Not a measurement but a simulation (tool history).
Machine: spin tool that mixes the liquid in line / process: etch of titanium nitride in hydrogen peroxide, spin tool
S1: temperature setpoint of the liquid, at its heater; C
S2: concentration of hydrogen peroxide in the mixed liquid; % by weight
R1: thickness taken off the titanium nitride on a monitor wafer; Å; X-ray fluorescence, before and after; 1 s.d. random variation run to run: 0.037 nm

run 1 hour=0.0 | S1=47.0 S2=18.5 time_under_the_liquid_(s)=80 | R1=42.209
run 2 hour=7.8 | S1=47.0 S2=21.0 time_under_the_liquid_(s)=80 | R1=43.318
run 3 hour=12.1 | S1=47.0 S2=25.0 time_under_the_liquid_(s)=80 | R1=45.193
run 4 hour=13.4 | S1=47.0 S2=25.0 time_under_the_liquid_(s)=65 | R1=36.626
run 5 hour=21.3 | S1=41.5 S2=25.0 time_under_the_liquid_(s)=65 | R1=24.346
run 6 hour=29.0 | S1=41.5 S2=25.0 time_under_the_liquid_(s)=65 | R1=24.135
run 7 hour=31.7 | S1=45.5 S2=25.0 time_under_the_liquid_(s)=65 | R1=32.793
run 8 hour=35.5 | S1=48.5 S2=25.0 time_under_the_liquid_(s)=65 | R1=40.571
run 9 hour=39.4 | S1=51.0 S2=25.0 time_under_the_liquid_(s)=65 | R1=48.663
run 10 hour=42.6 | S1=53.0 S2=25.0 time_under_the_liquid_(s)=65 | R1=56.255
run 11 hour=47.3 | S1=54.5 S2=25.0 time_under_the_liquid_(s)=65 | R1=62.419
run 12 hour=53.7 | S1=55.5 S2=25.0 time_under_the_liquid_(s)=65 | R1=67.100

Forecast run 13:
run 13 hour=56.8 | S1=56.5 S2=25.0 time_under_the_liquid_(s)=65 | R1=?

Run 13 produced R1 71.857 Å.
